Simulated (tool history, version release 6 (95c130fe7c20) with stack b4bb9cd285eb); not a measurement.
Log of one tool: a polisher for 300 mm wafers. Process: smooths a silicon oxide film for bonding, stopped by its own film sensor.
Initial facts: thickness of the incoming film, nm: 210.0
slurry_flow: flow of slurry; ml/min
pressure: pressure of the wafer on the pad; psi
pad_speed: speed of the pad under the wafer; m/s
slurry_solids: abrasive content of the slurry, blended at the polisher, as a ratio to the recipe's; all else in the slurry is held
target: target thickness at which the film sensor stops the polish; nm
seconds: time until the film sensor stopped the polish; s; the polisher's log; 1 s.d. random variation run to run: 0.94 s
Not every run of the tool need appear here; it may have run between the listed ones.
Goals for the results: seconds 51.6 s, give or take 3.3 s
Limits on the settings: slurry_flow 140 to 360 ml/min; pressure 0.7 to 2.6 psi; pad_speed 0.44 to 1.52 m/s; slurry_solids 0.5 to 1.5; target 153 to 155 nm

run 1 hour=0 | slurry_flow=230 pressure=1.6 pad_speed=0.98 slurry_solids=1 target=155 | seconds=81.54
run 2 hour=5.3 | slurry_flow=175 pressure=1.6 pad_speed=0.98 slurry_solids=1 target=155 | seconds=86.415
run 3 hour=12.5 | slurry_flow=180 pressure=1.8 pad_speed=1 slurry_solids=1 target=155 | seconds=75.62
run 4 hour=13.2 | slurry_flow=180 pressure=2 pad_speed=1 slurry_solids=1 target=155 | seconds=68.683
run 5 hour=21.9 | slurry_flow=180 pressure=2 pad_speed=1.16 slurry_solids=1 target=155 | seconds=60.699
run 6 hour=28.5 | slurry_flow=180 pressure=2 pad_speed=1.16 slurry_solids=0.85 target=155 | seconds=65.118
run 7 hour=32.7 | slurry_flow=180 pressure=2.1 pad_speed=1.18 slurry_solids=0.85 target=155 | seconds=61.249
run 8 hour=34.7 | slurry_flow=180 pressure=2.2 pad_speed=1.18 slurry_solids=0.85 target=155 | seconds=58.571
run 9 hour=36.6 | slurry_flow=180 pressure=2.3 pad_speed=1.18 slurry_solids=0.85 target=155 | seconds=57.293

Exercise: of the 5 proposed moves below, exactly one satisfies all targets within the stated allowed misses. Which move is it?
run A hour=38.5 | slurry_flow=190 pressure=2.4 pad_speed=1.36 slurry_solids=0.95 target=155 | seconds=?
run B hour=38.5 | slurry_flow=175 pressure=2.5 pad_speed=1.34 slurry_solids=0.9 target=155 | seconds=?
run C hour=38.5 | slurry_flow=170 pressure=2.1 pad_speed=1.2 slurry_solids=0.85 target=153 | seconds=?
run D hour=38.5 | slurry_flow=145 pressure=2.5 pad_speed=1.3 slurry_solids=0.75 target=155 | seconds=?
run E hour=38.5 | slurry_flow=160 pressure=2.6 pad_speed=1.38 slurry_solids=0.9 target=155 | seconds=?

move=A seconds=46.382
move=B seconds=46.823
move=C seconds=64.845
move=D seconds=54.064
move=E seconds=44.713
A: moves the result that the last run missed by most past its target, out the other side
B: moves the result that the last run missed by most past its target, out the other side
C: the biggest miss grows against the last run
D: each result inside its tolerance
E: moves the result that the last run missed by most past its target, out the other side
Answer: D
